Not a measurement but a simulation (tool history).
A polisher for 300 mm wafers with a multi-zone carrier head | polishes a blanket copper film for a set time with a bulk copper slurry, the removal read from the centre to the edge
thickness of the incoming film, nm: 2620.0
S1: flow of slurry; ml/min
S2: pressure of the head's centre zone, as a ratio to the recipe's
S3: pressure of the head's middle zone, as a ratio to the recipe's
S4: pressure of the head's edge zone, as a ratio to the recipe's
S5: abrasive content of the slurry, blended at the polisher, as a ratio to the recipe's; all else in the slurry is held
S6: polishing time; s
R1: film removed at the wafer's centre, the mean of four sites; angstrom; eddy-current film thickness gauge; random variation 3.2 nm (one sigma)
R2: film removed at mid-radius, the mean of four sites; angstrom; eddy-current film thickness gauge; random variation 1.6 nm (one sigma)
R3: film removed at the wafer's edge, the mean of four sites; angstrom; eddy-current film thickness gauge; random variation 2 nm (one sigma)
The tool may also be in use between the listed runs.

Run 1, hour 0.0: S1 190 ml/min, S2 1.00, S3 1.00, S4 1.00, S5 1.00, S6 32 s. Result: R1 3702.6 angstrom, R2 3636.4 angstrom, R3 3747.2 angstrom.
Run 2, hour 8.7: S1 185 ml/min, S2 1.01, S3 0.99, S4 0.96, S5 0.85, S6 29 s. Result: R1 3305.5 angstrom, R2 3113.8 angstrom, R3 3180.7 angstrom.
Run 3, hour 12.0: S1 185 ml/min, S2 1.01, S3 0.99, S4 0.96, S5 0.75, S6 29 s. Result: R1 3196.6 angstrom, R2 2999.2 angstrom, R3 3104.7 angstrom.
Run 4, hour 19.0: S1 180 ml/min, S2 1.01, S3 0.99, S4 0.92, S5 0.70, S6 27 s. Result: R1 2858.0 angstrom, R2 2753.0 angstrom, R3 2781.0 angstrom.
Run 5, hour 24.3: S1 180 ml/min, S2 1.02, S3 0.98, S4 0.89, S5 0.65, S6 26 s. Result: R1 2698.3 angstrom, R2 2569.6 angstrom, R3 2591.7 angstrom.
Run 6, hour 26.0: S1 180 ml/min, S2 1.02, S3 0.98, S4 0.89, S5 0.75, S6 26 s. Result: R1 2881.2 angstrom, R2 2627.4 angstrom, R3 2742.7 angstrom.
Run 7, hour 32.0: S1 180 ml/min, S2 1.03, S3 0.99, S4 0.87, S5 0.70, S6 25 s. Result: R1 2703.5 angstrom, R2 2524.6 angstrom, R3 2555.3 angstrom.
Run 8, hour 40.3: S1 175 ml/min, S2 1.04, S3 0.99, S4 0.85, S5 0.65, S6 24 s. Result: R1 2597.7 angstrom, R2 2352.9 angstrom, R3 2346.9 angstrom.
Run 9, hour 43.7: S1 175 ml/min, S2 1.04, S3 0.99, S4 0.85, S5 0.65, S6 24 s. Result: R1 2619.2 angstrom, R2 2345.1 angstrom, R3 2316.2 angstrom.

Forecast run 10:
Run 10, hour 49.3: S1 165 ml/min, S2 1.03, S3 0.99, S4 0.84, S5 0.65, S6 24 s. Result: R1 ?, R2 ?, R3 ?.

Run 10 gave R1 2520.9 angstrom, R2 2368.6 angstrom, R3 2381.2 angstrom.
